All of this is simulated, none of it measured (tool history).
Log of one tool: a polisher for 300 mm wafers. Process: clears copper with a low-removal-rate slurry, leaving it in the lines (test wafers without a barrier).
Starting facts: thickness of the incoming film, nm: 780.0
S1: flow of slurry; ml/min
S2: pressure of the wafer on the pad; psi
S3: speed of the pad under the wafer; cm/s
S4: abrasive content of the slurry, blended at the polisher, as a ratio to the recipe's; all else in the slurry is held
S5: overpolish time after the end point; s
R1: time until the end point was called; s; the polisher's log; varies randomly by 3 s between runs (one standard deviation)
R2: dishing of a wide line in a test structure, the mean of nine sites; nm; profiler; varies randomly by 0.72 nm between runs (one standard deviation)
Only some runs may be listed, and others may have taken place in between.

run  hour   S1   S2   S3    S4  S5      R1      R2
  1   0.0  295  4.1  116  1.00  15  150.46  30.946
  2   1.8  295  3.8  114  1.00  16  165.31  30.087
  3   7.9  295  3.8  114  1.00  10  167.04  24.270
  4   8.6  295  3.5  112  1.00  12  181.04  25.148
  5  14.1  295  3.5  112  0.85  12  185.40  26.893
  6  15.5  295  3.3  112  0.85  13  199.07  25.605
  7  23.6  295  3.1  112  0.85  14  212.62  25.113
  8  31.5  295  3.0  112  0.85  15  215.70  26.169

Expected results for the next run?
  9  34.6  295  2.9  112  0.85  16   ?   ?

{"run 9": {"R1": 223.4, "R2": 25.041}}
